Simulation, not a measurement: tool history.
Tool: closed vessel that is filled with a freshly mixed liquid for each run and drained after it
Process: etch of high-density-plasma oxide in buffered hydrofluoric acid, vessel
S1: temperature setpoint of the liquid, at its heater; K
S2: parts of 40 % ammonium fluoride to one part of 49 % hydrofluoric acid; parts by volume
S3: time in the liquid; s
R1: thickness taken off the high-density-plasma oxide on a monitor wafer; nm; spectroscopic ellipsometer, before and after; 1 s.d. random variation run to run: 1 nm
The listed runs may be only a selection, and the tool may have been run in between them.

| run | day | S1 | S2 | S3 | R1 |
|---|---|---|---|---|---|
| 1 | 0 | 294.15 | 12 | 105 | 114.1 |
| 2 | 0.371 | 296.15 | 12 | 105 | 127.62 |
| 3 | 0.738 | 294.65 | 12 | 105 | 117.31 |
| 4 | 1.004 | 296.15 | 12 | 105 | 126.99 |
| 5 | 1.308 | 297.15 | 12 | 105 | 135.04 |
| 6 | 1.662 | 297.15 | 12 | 105 | 135.76 |
| 7 | 1.908 | 297.15 | 12 | 105 | 134.78 |
| 8 | 2.096 | 297.15 | 12 | 105 | 135.55 |
| 9 | 2.45 | 298.15 | 12 | 105 | 140.34 |

Forecast run 10:
| 10 | 2.571 | 298.65 | 12 | 105 | ? |

{"run 10": {"R1": 145.71}}
